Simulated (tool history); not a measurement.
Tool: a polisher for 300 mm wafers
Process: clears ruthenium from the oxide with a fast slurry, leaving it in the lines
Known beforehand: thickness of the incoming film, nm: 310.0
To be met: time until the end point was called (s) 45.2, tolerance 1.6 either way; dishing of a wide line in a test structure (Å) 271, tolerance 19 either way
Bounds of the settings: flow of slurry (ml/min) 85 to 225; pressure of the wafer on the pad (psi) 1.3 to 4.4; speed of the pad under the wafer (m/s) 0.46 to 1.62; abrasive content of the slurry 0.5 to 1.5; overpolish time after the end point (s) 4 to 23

run,hour,flow of slurry (ml/min),pressure of the wafer on the pad (psi),speed of the pad under the wafer (m/s),abrasive content of the slurry,overpolish time after the end point (s),time until the end point was called (s),dishing of a wide line in a test structure (Å)
1,0,145,2.8,1.04,1,12,89.883,255.83
2,7.6,145,2.8,1.04,1,8,91.164,197.93
3,15.6,150,3,1.06,1,8,83.175,210.42
4,18.6,165,3,1.06,1,8,81.744,207.58
# hour 23.4: worn pad replaced by a new one
5,23.4,140,3,1.06,1,8,78.989,222.07
6,24.8,135,3.2,1.06,1,7,74.736,214.62
7,27.7,135,3.4,1.06,1,7,71.732,217.38
8,32.7,135,3.5,1.08,1,7,68.55,226.71
9,38.7,135,3.6,1.1,1,7,65.245,225.48
10,43.5,135,3.7,1.12,1,7,61.573,230.9
11,48.4,135,3.8,1.14,1,7,59.52,235.54

Which single option among these 5 for the next run brings every result within its allowed miss of target? Just one does.
A,53.3,120,4.3,1.12,1.1,9,?,?
B,53.3,180,4.4,1.3,1.05,4,?,?
C,53.3,125,3.8,0.98,0.85,10,?,?
D,53.3,140,4.4,1.16,1.3,7,?,?
E,53.3,125,3.8,0.74,1.05,8,?,?

move,time until the end point was called (s),dishing of a wide line in a test structure (Å)
A,52.331,270.96
B,42.23,196.46
C,73.941,241.76
D,45.136,258.7
E,88.541,190.54
A: closer than the last run, but not yet in spec
B: the result that was furthest off in the last run now lies on the other side of its target
C: misses by more than the last run did
D: each result inside its tolerance
E: misses by more than the last run did
Correct choice: D, which meets every target

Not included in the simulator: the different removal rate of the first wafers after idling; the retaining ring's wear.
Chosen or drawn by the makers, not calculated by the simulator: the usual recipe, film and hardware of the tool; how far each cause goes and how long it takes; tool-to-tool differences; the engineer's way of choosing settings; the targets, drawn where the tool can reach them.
